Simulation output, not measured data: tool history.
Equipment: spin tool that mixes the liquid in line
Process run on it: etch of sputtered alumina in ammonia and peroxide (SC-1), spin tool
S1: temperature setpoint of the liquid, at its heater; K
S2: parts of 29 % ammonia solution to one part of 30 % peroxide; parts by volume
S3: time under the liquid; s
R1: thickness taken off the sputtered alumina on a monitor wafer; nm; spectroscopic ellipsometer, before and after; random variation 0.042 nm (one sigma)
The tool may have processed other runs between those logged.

run 1 day=0.000 | S1=320.15 S2=0.70 S3=100 | R1=5.0528
run 2 day=0.167 | S1=323.65 S2=0.70 S3=100 | R1=6.1453
run 3 day=0.475 | S1=326.15 S2=0.70 S3=100 | R1=6.9953
run 4 day=0.700 | S1=326.15 S2=0.95 S3=100 | R1=7.2591
run 5 day=0.888 | S1=321.15 S2=0.95 S3=100 | R1=5.5595
run 6 day=0.950 | S1=321.15 S2=0.95 S3=75 | R1=4.1551
run 7 day=1.321 | S1=325.65 S2=0.95 S3=75 | R1=5.3713

Run 8 comes next. What will it give?
run 8 day=1.583 | S1=329.15 S2=0.95 S3=75 | R1=?

{"run 8": {"R1": 6.3973}}
